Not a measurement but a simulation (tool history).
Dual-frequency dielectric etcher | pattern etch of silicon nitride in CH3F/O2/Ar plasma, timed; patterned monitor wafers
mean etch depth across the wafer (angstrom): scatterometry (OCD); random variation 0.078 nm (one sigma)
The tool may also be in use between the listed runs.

run    day  source power (kW)  bias power (kW)  etch time (s)  mean etch depth across the wafer (angstrom)
  1  0.000              0.370            0.078           33.0                                       219.46
  2  0.108              0.410            0.079           33.0                                       230.37
  3  0.417              0.410            0.079           33.0                                       230.70
  4  0.654              0.430            0.080           33.0                                       237.97
  5  0.921              0.440            0.080           33.0                                       239.92
  6  0.996              0.440            0.080           33.0                                       239.02
  7  1.225              0.450            0.080           33.0                                       240.36
  8  1.592              0.460            0.080           33.0                                       243.73
  9  1.725              0.470            0.080           33.0                                       245.48

Run 10 comes next. What will it give?
 10  1.817              0.480            0.080           33.0                                            ?

mean etch depth across the wafer (angstrom): 247.25
